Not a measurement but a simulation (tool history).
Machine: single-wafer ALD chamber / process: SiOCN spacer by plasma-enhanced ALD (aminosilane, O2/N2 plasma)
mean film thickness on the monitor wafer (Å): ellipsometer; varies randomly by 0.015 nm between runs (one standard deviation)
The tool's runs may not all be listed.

run  hour  heater temperature setpoint (deg C)  number of ALD cycles (cycles)  mean film thickness on the monitor wafer (Å)
  1   0.0                                  405                            102                                        55.621
  2   6.6                                  401                            104                                        57.643
  3  11.7                                  392                            104                                        57.585
  4  18.5                                  392                             98                                        54.289
  5  20.0                                  392                             91                                        50.543
  6  28.9                                  382                             91                                        50.720
  7  35.8                                  382                             97                                        53.804

Run 8 comes next. What will it give?
  8  43.6                                  382                            101                                             ?

mean film thickness on the monitor wafer (Å): 55.997

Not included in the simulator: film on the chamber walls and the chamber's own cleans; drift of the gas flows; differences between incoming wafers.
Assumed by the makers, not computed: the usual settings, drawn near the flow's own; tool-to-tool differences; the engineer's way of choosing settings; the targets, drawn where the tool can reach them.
